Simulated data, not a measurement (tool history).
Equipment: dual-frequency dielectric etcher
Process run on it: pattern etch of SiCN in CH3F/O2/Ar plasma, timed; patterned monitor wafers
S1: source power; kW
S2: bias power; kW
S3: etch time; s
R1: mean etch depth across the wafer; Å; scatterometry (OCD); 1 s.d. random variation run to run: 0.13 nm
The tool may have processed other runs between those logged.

run,hour,S1,S2,S3,R1
1,0.0,0.400,0.054,106.0,331.00
2,6.9,0.380,0.054,106.0,323.58
3,10.8,0.400,0.054,106.0,332.40
4,15.2,0.400,0.058,106.0,337.98
5,19.8,0.460,0.058,106.0,359.47
6,27.3,0.420,0.057,106.0,343.60
# hour 31.1: source power generator calibrated
7,31.1,0.390,0.056,106.0,338.15
8,33.6,0.390,0.056,106.0,338.71
9,41.9,0.370,0.054,106.0,325.21

Run 10 is up next; what results do you expect?
10,50.7,0.290,0.053,106.0,?

R1: 289.35 Å
